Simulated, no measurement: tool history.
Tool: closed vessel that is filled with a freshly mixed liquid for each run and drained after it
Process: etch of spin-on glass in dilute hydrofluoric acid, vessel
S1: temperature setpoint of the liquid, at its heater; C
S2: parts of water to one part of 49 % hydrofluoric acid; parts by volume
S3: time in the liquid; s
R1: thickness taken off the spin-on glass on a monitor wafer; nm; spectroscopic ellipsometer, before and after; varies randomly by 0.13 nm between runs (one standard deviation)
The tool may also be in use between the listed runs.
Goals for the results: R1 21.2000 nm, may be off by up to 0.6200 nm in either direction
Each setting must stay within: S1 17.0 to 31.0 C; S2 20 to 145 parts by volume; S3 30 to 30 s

Run 1, hour 0.0: S1 23.0 C, S2 80 parts by volume, S3 30 s. Result: R1 8.3741 nm.
Run 2, hour 5.9: S1 21.5 C, S2 80 parts by volume, S3 30 s. Result: R1 7.9038 nm.
Run 3, hour 9.8: S1 23.0 C, S2 75 parts by volume, S3 30 s. Result: R1 9.0614 nm.
Run 4, hour 13.2: S1 23.0 C, S2 65 parts by volume, S3 30 s. Result: R1 10.6020 nm.
Run 5, hour 15.3: S1 23.0 C, S2 65 parts by volume, S3 30 s. Result: R1 10.5990 nm.
Run 6, hour 20.5: S1 24.0 C, S2 60 parts by volume, S3 30 s. Result: R1 11.8690 nm.
Run 7, hour 21.8: S1 25.0 C, S2 55 parts by volume, S3 30 s. Result: R1 13.6380 nm.
Run 8, hour 27.5: S1 25.0 C, S2 55 parts by volume, S3 30 s. Result: R1 13.6510 nm.
Run 9, hour 35.0: S1 26.0 C, S2 55 parts by volume, S3 30 s. Result: R1 14.2070 nm.
Run 10, hour 39.2: S1 26.5 C, S2 55 parts by volume, S3 30 s. Result: R1 14.3900 nm.
Run 11, hour 40.4: S1 27.0 C, S2 55 parts by volume, S3 30 s. Result: R1 14.8890 nm.
Run 12, hour 42.3: S1 27.5 C, S2 55 parts by volume, S3 30 s. Result: R1 15.1850 nm.
Run 13, hour 48.7: S1 28.0 C, S2 55 parts by volume, S3 30 s. Result: R1 15.5100 nm.
Run 14, hour 53.9: S1 31.0 C, S2 40 parts by volume, S3 30 s. Result: R1 24.2750 nm.
Run 15, hour 54.8: S1 30.5 C, S2 40 parts by volume, S3 30 s. Result: R1 23.9400 nm.
Run 16, hour 59.7: S1 30.0 C, S2 40 parts by volume, S3 30 s. Result: R1 23.4840 nm.
Run 17, hour 65.1: S1 29.5 C, S2 40 parts by volume, S3 30 s. Result: R1 23.0890 nm.
Run 18, hour 66.8: S1 28.5 C, S2 40 parts by volume, S3 30 s. Result: R1 22.1500 nm.

Exercise: of the 5 proposed moves below, exactly one satisfies all targets within the stated allowed misses. Which move is it?
Run A, hour 68.5: S1 26.5 C, S2 35 parts by volume, S3 30 s. Result: R1 ?.
Run B, hour 68.5: S1 30.5 C, S2 45 parts by volume, S3 30 s. Result: R1 ?.
Run C, hour 68.5: S1 31.0 C, S2 40 parts by volume, S3 30 s. Result: R1 ?.
Run D, hour 68.5: S1 29.0 C, S2 40 parts by volume, S3 30 s. Result: R1 ?.
Run E, hour 68.5: S1 29.5 C, S2 40 parts by volume, S3 30 s. Result: R1 ?.

move       R1
   A  23.7090
   B  21.3240
   C  24.6610
   D  22.7820
   E  23.2400
A: its largest miss is bigger than the last run's
B: each result inside its tolerance
C: its largest miss is bigger than the last run's
D: its largest miss is bigger than the last run's
E: its largest miss is bigger than the last run's
B meets every target.

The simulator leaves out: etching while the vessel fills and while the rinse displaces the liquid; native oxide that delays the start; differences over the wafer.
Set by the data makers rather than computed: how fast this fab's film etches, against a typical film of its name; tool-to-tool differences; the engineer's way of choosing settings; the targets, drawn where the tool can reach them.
